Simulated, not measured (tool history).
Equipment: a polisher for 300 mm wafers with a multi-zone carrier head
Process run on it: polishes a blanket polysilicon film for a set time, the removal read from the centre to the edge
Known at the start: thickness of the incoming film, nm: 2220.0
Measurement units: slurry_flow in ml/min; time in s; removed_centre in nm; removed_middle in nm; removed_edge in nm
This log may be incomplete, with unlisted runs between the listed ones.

run  hour  slurry_flow  centre_zone  middle_zone  edge_zone  time  removed_centre  removed_middle  removed_edge
  1   0.0          185         1.00         1.00       1.00    76          629.70          641.00        643.96
  2   7.0          185         1.00         0.95       1.00    76          628.75          619.38        646.04
  3   7.6          185         1.07         0.95       1.00    76          645.56          619.23        642.11
  4  14.9          185         1.07         0.92       1.00    76          662.94          603.24        636.76
  5  21.1          185         1.07         0.92       1.00    66          567.57          521.63        556.81
  6  27.7          190         1.04         0.92       1.04    72          612.26          578.30        612.98
  7  33.1          175         1.01         0.90       1.06    79          658.60          609.88        677.33
  8  36.8          170         0.98         0.90       1.08    84          679.83          643.40        722.64
  9  43.8          175         0.96         0.90       1.10    88          696.24          676.55        763.91
 10  47.3          175         0.95         0.90       1.12    91          707.80          704.35        807.16
 11  55.8          185         0.96         0.90       1.13    93          739.15          727.50        829.44
 12  62.1          190         0.96         0.90       1.14    95          757.48          730.67        851.14
 13  63.9          190         0.96         0.91       1.15    97          777.28          765.56        884.45
 14  70.1          195         0.96         0.91       1.16    98          791.42          772.85        884.73

Run 15 has not been measured yet. What should we expect?
 15  76.9          195         0.95         0.91       1.17    99               ?               ?             ?

{"run 15": {"removed_centre": 803.02, "removed_middle": 783.37, "removed_edge": 904.54}}
